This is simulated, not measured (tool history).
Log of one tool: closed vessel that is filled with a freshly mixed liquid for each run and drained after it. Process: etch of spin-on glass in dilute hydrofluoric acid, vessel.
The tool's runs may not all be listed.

run    day  temperature setpoint of the liquid (C)  parts of water to one part of 49 % hydrofluoric acid (parts by volume)  time in the liquid (s)  thickness taken off the spin-on glass on a monitor wafer (Å)
  1      0                                      23                                                                      90                      30                                                         71.81
  2  0.329                                      23                                                                      65                      30                                                        102.99
  3  0.417                                      23                                                                      55                      30                                                        123.48
  4  0.525                                      23                                                                      55                      30                                                        124.32
  5  0.612                                      23                                                                      25                      30                                                        283.11
  6  0.658                                    21.5                                                                      25                      30                                                        264.61
  7  0.742                                    21.5                                                                      30                      30                                                        219.33
  8  1.046                                    17.5                                                                      65                      30                                                        81.823
  9   1.35                                      18                                                                      65                      30                                                        83.873

Forecast run 10:
 10  1.471                                    19.5                                                                      65                      30                                                             ?

Run 10 gave thickness taken off the spin-on glass on a monitor wafer (Å) 88.369.

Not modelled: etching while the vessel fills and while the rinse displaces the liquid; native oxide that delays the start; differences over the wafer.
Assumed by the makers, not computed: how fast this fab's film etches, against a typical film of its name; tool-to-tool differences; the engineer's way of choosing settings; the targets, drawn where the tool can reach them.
